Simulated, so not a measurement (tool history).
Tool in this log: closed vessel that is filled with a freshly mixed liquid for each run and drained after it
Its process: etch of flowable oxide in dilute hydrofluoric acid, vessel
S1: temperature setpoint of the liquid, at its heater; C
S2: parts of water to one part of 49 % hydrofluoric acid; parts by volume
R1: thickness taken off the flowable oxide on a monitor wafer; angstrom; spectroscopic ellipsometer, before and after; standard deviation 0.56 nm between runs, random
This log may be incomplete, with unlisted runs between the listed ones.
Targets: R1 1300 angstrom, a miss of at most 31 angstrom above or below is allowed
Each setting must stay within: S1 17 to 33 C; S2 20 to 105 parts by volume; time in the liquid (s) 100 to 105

run 1 hour=0 | S1=25 S2=55 time_in_the_liquid_(s)=100 | R1=774.48
run 2 hour=1.2 | S1=27 S2=50 time_in_the_liquid_(s)=100 | R1=934.03
run 3 hour=8.5 | S1=29 S2=50 time_in_the_liquid_(s)=100 | R1=1016.8
run 4 hour=12.2 | S1=29 S2=30 time_in_the_liquid_(s)=100 | R1=1736
run 5 hour=15.8 | S1=29 S2=30 time_in_the_liquid_(s)=105 | R1=1831.4
run 6 hour=17.5 | S1=29 S2=20 time_in_the_liquid_(s)=105 | R1=2786.4
run 7 hour=21.8 | S1=26 S2=25 time_in_the_liquid_(s)=105 | R1=1950.9
run 8 hour=30 | S1=22 S2=25 time_in_the_liquid_(s)=105 | R1=1639.3
run 9 hour=33.4 | S1=20.5 S2=25 time_in_the_liquid_(s)=105 | R1=1533.4
run 10 hour=36.8 | S1=19.5 S2=25 time_in_the_liquid_(s)=105 | R1=1476.3
run 11 hour=45.7 | S1=19 S2=25 time_in_the_liquid_(s)=105 | R1=1440.2

Exercise: of the 4 proposed moves below, exactly one satisfies all targets within the stated allowed misses. Which move is it?
run A hour=54.6 | S1=18 S2=20 time_in_the_liquid_(s)=100 | R1=?
run B hour=54.6 | S1=18 S2=25 time_in_the_liquid_(s)=105 | R1=?
run C hour=54.6 | S1=17.5 S2=20 time_in_the_liquid_(s)=105 | R1=?
run D hour=54.6 | S1=21 S2=30 time_in_the_liquid_(s)=105 | R1=?

move=A R1=1642.4
move=B R1=1372.1
move=C R1=1686.4
move=D R1=1296.6
A: the biggest miss grows against the last run
B: an improvement on the last run, though not all results are within tolerance
C: the biggest miss grows against the last run
D: every result within its allowed miss
The right move is D.

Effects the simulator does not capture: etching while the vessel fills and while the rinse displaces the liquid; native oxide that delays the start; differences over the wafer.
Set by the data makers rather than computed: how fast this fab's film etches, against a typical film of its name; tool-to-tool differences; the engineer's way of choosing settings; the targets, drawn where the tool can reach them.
